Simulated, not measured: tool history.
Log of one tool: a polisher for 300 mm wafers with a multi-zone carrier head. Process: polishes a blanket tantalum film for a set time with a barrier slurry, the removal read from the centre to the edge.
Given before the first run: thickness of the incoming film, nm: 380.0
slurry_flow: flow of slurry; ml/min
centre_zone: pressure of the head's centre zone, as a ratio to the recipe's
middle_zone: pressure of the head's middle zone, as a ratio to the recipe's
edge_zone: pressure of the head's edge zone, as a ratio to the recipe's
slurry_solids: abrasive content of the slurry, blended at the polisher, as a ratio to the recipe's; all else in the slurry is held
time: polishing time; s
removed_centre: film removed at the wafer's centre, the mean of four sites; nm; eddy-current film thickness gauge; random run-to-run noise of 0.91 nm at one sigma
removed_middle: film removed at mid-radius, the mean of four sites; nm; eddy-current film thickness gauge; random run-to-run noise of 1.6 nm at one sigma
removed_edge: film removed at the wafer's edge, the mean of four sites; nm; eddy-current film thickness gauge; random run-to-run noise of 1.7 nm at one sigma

| run | hour | slurry_flow | centre_zone | middle_zone | edge_zone | slurry_solids | time | removed_centre | removed_middle | removed_edge |
|---|---|---|---|---|---|---|---|---|---|---|
| 1 | 0.0 | 305 | 1.00 | 1.00 | 1.00 | 1.00 | 67 | 108.76 | 113.06 | 110.94 |
| 2 | 6.2 | 310 | 1.01 | 1.02 | 1.03 | 1.05 | 67 | 111.39 | 116.11 | 111.09 |
| 3 | 10.0 | 310 | 1.01 | 0.98 | 1.03 | 1.05 | 67 | 111.74 | 110.56 | 111.04 |
| 4 | 18.4 | 260 | 1.01 | 0.98 | 1.03 | 1.05 | 67 | 109.62 | 110.16 | 107.76 |
| 5 | 25.6 | 290 | 1.01 | 1.00 | 1.04 | 1.10 | 67 | 112.58 | 115.71 | 112.18 |
| 6 | 27.5 | 290 | 1.01 | 0.92 | 1.04 | 1.10 | 67 | 111.24 | 106.79 | 113.69 |
| 7 | 29.2 | 320 | 1.02 | 1.02 | 1.14 | 1.35 | 68 | 120.82 | 124.12 | 123.92 |

The next listed run, before its measurement:
| 8 | 37.2 | 325 | 1.02 | 1.03 | 1.15 | 1.35 | 68 | ? | ? | ? |

{"run 8": {"removed_centre": 122.94, "removed_middle": 127.35, "removed_edge": 126.41}}
